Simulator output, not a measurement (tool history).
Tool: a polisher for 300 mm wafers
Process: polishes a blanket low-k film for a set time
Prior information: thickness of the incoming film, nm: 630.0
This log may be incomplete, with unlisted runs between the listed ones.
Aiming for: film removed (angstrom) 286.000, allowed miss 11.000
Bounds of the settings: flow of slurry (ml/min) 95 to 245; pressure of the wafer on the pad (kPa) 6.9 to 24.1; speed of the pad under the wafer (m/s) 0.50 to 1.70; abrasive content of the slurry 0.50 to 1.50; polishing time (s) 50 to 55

| run | hour | flow of slurry (ml/min) | pressure of the wafer on the pad (kPa) | speed of the pad under the wafer (m/s) | abrasive content of the slurry | polishing time (s) | film removed (angstrom) |
|---|---|---|---|---|---|---|---|
| 1 | 0.0 | 155 | 15.2 | 1.10 | 1.00 | 55 | 235.150 |
| 2 | 1.4 | 155 | 15.2 | 1.10 | 0.80 | 55 | 206.280 |
| 3 | 2.3 | 155 | 15.2 | 0.94 | 0.80 | 55 | 179.730 |
| 4 | 6.9 | 155 | 15.9 | 0.94 | 0.80 | 55 | 188.030 |
| 5 | 12.9 | 155 | 12.4 | 0.94 | 0.80 | 55 | 149.790 |
| 6 | 16.6 | 185 | 12.4 | 0.94 | 0.80 | 55 | 153.120 |
| 7 | 23.0 | 185 | 13.1 | 0.94 | 0.80 | 55 | 161.530 |
| 8 | 27.5 | 185 | 13.8 | 0.94 | 0.80 | 55 | 167.180 |
| 9 | 30.7 | 185 | 13.8 | 0.94 | 0.80 | 55 | 168.620 |
| 10 | 31.8 | 185 | 14.5 | 0.94 | 0.80 | 55 | 176.320 |
| 11 | 39.8 | 185 | 15.2 | 0.94 | 0.80 | 55 | 184.410 |

Pick the move, out of 4, that brings all results within their allowed miss; only one does.
| A | 47.8 | 165 | 16.5 | 0.98 | 0.95 | 55 | ? |
| B | 47.8 | 185 | 15.2 | 0.92 | 0.70 | 55 | ? |
| C | 47.8 | 165 | 20.0 | 1.02 | 1.00 | 53 | ? |
| D | 47.8 | 165 | 13.1 | 0.66 | 0.65 | 50 | ? |

| move | film removed (angstrom) |
|---|---|
| A | 228.960 |
| B | 163.920 |
| C | 282.440 |
| D | 91.289 |
A: moves toward the targets from the last run without getting all of them in spec
B: misses by more than the last run did
C: in spec on every target
D: misses by more than the last run did
So the answer is move C, the one that meets all the targets.
